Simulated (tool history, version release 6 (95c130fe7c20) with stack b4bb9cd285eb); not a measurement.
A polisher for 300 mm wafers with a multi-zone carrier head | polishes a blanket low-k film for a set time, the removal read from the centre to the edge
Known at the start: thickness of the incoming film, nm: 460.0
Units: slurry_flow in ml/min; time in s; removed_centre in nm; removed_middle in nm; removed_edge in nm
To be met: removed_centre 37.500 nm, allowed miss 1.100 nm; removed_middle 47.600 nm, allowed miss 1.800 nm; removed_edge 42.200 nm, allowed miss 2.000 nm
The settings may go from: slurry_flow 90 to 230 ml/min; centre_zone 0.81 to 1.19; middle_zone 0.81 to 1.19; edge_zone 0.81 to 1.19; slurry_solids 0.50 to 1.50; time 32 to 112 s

run,hour,slurry_flow,centre_zone,middle_zone,edge_zone,slurry_solids,time,removed_centre,removed_middle,removed_edge
1,0.0,150,1.00,1.00,1.00,1.00,72,35.271,35.519,35.921
2,1.0,155,0.99,1.02,1.01,1.00,72,35.321,37.181,36.405
3,8.5,155,0.99,1.02,0.94,1.00,72,35.461,37.076,35.220
4,11.6,160,0.98,1.03,0.96,1.00,72,35.133,37.349,35.661
5,17.9,160,0.98,0.96,0.96,1.00,72,34.680,36.034,35.856
6,25.6,160,1.06,0.96,0.96,1.00,72,37.938,36.554,35.668
7,33.1,200,0.96,1.06,1.06,1.15,72,37.364,41.331,40.377
8,35.2,200,0.95,1.08,1.06,1.15,72,37.435,42.290,40.054
9,39.6,200,0.94,1.09,1.06,1.15,72,37.067,41.522,40.787
10,46.2,205,0.93,1.10,1.04,1.15,72,36.380,42.390,39.492
11,53.7,205,0.93,1.10,1.04,1.15,72,36.679,42.443,39.813
12,54.6,205,0.92,1.11,1.04,1.15,72,36.018,42.856,39.222
13,61.3,205,0.92,1.12,1.04,1.15,72,35.970,43.176,39.825
14,67.8,205,0.92,1.13,1.04,1.15,72,35.971,43.735,39.290
15,73.5,205,0.92,1.14,1.05,1.15,72,36.317,44.439,39.074
16,74.7,205,0.92,1.14,1.06,1.15,72,36.257,43.319,40.916
17,81.9,205,0.92,1.14,1.06,1.15,72,36.107,43.608,40.030

Which of these 5 next moves meets every target?
A,89.1,210,0.91,1.07,1.19,1.10,83,?,?,?
B,89.1,200,0.83,1.06,1.10,1.40,78,?,?,?
C,89.1,225,0.95,1.15,1.01,1.35,73,?,?,?
D,89.1,180,0.91,1.19,1.07,1.10,78,?,?,?
E,89.1,220,0.97,1.19,1.06,1.25,73,?,?,?

move,removed_centre,removed_middle,removed_edge
A,40.436,48.070,48.057
B,37.181,48.281,46.691
C,40.173,47.833,41.888
D,37.014,47.244,41.962
E,39.889,47.559,41.726
A: brings the result that was furthest off to its target, and leaves another outside
B: brings the result that was furthest off to its target, and leaves another outside
C: brings the result that was furthest off to its target, and leaves another outside
D: meets every target
E: brings the result that was furthest off to its target, and leaves another outside
Answer: D
